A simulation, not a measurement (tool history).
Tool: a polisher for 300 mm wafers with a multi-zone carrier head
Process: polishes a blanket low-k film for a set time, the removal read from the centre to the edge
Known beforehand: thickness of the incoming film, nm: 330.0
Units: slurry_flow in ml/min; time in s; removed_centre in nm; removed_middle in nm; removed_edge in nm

Run 1, day 0.000: slurry_flow 145 ml/min, centre_zone 1.00, middle_zone 1.00, edge_zone 1.00, slurry_solids 1.00, time 55 s. Result: removed_centre 21.373 nm, removed_middle 21.872 nm, removed_edge 21.211 nm.
Run 2, day 0.371: slurry_flow 145 ml/min, centre_zone 1.00, middle_zone 1.00, edge_zone 1.00, slurry_solids 1.20, time 55 s. Result: removed_centre 23.875 nm, removed_middle 23.787 nm, removed_edge 23.863 nm.
Run 3, day 0.458: slurry_flow 145 ml/min, centre_zone 1.00, middle_zone 1.00, edge_zone 1.00, slurry_solids 1.20, time 44 s. Result: removed_centre 19.111 nm, removed_middle 19.220 nm, removed_edge 18.909 nm.
Run 4, day 0.612: slurry_flow 150 ml/min, centre_zone 1.02, middle_zone 1.02, edge_zone 1.02, slurry_solids 1.25, time 46 s. Result: removed_centre 20.506 nm, removed_middle 20.763 nm, removed_edge 20.622 nm.
Run 5, day 0.750: slurry_flow 150 ml/min, centre_zone 0.97, middle_zone 1.02, edge_zone 1.02, slurry_solids 1.25, time 46 s. Result: removed_centre 20.246 nm, removed_middle 21.068 nm, removed_edge 20.270 nm.
Run 6, day 1.033: slurry_flow 150 ml/min, centre_zone 1.02, middle_zone 1.02, edge_zone 1.02, slurry_solids 1.25, time 46 s. Result: removed_centre 21.310 nm, removed_middle 21.167 nm, removed_edge 20.409 nm.
Run 7, day 1.125: slurry_flow 150 ml/min, centre_zone 1.03, middle_zone 1.02, edge_zone 1.03, slurry_solids 1.30, time 49 s. Result: removed_centre 23.226 nm, removed_middle 22.219 nm, removed_edge 22.497 nm.
Run 8, day 1.483: slurry_flow 155 ml/min, centre_zone 1.03, middle_zone 1.04, edge_zone 1.04, slurry_solids 1.35, time 51 s. Result: removed_centre 24.719 nm, removed_middle 25.041 nm, removed_edge 23.927 nm.
Run 9, day 1.517: slurry_flow 160 ml/min, centre_zone 1.04, middle_zone 1.04, edge_zone 1.05, slurry_solids 1.40, time 52 s. Result: removed_centre 25.493 nm, removed_middle 25.712 nm, removed_edge 24.922 nm.
Run 10, day 1.642: slurry_flow 160 ml/min, centre_zone 1.06, middle_zone 1.04, edge_zone 1.06, slurry_solids 1.40, time 54 s. Result: removed_centre 26.952 nm, removed_middle 26.965 nm, removed_edge 26.040 nm.

For run 11, what comes out?
Run 11, day 1.812: slurry_flow 160 ml/min, centre_zone 1.07, middle_zone 1.04, edge_zone 1.07, slurry_solids 1.40, time 55 s. Result: removed_centre ?, removed_middle ?, removed_edge ?.

removed_centre: 28.146 nm
removed_middle: 27.438 nm
removed_edge: 26.958 nm
